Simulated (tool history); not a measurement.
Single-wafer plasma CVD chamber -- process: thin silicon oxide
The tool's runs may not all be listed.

| run | day | heater temperature setpoint (°C) | chamber pressure (Torr) | RF power (kW) | deposition time (s) | mean film thickness on the monitor wafer (nm) |
|---|---|---|---|---|---|---|
| 1 | 0 | 415 | 1.02 | 0.315 | 10.77 | 25.599 |
| 2 | 0.108 | 415 | 0.99 | 0.315 | 10.77 | 24.772 |
| 3 | 0.429 | 424 | 0.99 | 0.315 | 10.77 | 24.701 |
| 4 | 0.646 | 424 | 0.97 | 0.315 | 10.77 | 24.292 |
| 5 | 1.004 | 424 | 0.95 | 0.315 | 10.77 | 23.462 |
| 6 | 1.233 | 424 | 1.1 | 0.315 | 10.77 | 27.262 |
| 7 | 1.546 | 424 | 1.07 | 0.315 | 10.77 | 26.585 |
| 8 | 1.733 | 424 | 1.05 | 0.315 | 10.77 | 26.182 |
| 9 | 1.858 | 424 | 1.05 | 0.315 | 10.77 | 25.847 |
| 10 | 2.204 | 424 | 1.03 | 0.315 | 10.77 | 25.443 |
| 11 | 2.488 | 424 | 1.01 | 0.315 | 10.77 | 25.165 |
| 12 | 2.671 | 424 | 0.99 | 0.315 | 10.77 | 24.742 |
| 13 | 2.996 | 424 | 0.99 | 0.315 | 10.77 | 24.724 |

Forecast run 14:
| 14 | 3.058 | 424 | 0.97 | 0.315 | 10.77 | ? |

{"run 14": {"mean film thickness on the monitor wafer (nm)": 24.017}}
